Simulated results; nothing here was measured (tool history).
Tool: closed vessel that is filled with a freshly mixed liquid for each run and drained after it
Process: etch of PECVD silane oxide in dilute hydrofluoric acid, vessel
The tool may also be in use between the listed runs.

run	hour	temperature setpoint of the liquid (C)	parts of water to one part of 49 % hydrofluoric acid (parts by volume)	time in the liquid (s)	thickness taken off the PECVD silane oxide on a monitor wafer (Å)
1	0	24	210	130	93.769
2	3.2	26	165	130	133.09
3	5.4	26	215	130	94.439
4	10.1	26	285	130	67.258
5	14	27.5	210	130	104.72
6	21.2	27.5	145	130	163.99
7	25.9	29	125	130	207.39
8	30.6	30	115	130	234.29

Run 9 has not been measured yet. What should we expect?
9	38.5	32	90	130	?

{"run 9": {"thickness taken off the PECVD silane oxide on a monitor wafer (Å)": 334.4}}

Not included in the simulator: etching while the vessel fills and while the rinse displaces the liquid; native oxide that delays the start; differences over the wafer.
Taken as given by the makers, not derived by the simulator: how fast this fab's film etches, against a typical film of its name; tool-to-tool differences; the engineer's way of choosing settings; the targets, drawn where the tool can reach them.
